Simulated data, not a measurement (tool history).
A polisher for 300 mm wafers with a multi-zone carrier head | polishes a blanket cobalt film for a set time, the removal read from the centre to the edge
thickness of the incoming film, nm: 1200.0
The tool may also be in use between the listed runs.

run,hour,flow of slurry (ml/min),pressure of the head's centre zone,pressure of the head's middle zone,pressure of the head's edge zone,polishing time (s),film removed at the wafer's centre (Å),film removed at mid-radius (Å),film removed at the wafer's edge (Å)
1,0,125,1,1,1,55,3552.6,3641.2,3669.4
2,0.9,100,1,1,1,55,3404.8,3530.1,3550.1
3,3.7,100,1,1,1,68,4277.8,4348.5,4484.7
4,4.8,120,1.04,1.04,1.02,69,4517.6,4679,4574.5
5,11.3,120,0.98,1.04,1.02,69,4285.9,4762.3,4544.9
6,20.4,135,1.03,1.05,1.01,71,4725.9,5077.1,4830.6

The next listed run, before its measurement:
7,28.3,145,1.07,1.06,1,72,?,?,?

film removed at the wafer's centre (Å): 5090.5
film removed at mid-radius (Å): 5076.7
film removed at the wafer's edge (Å): 4826.3
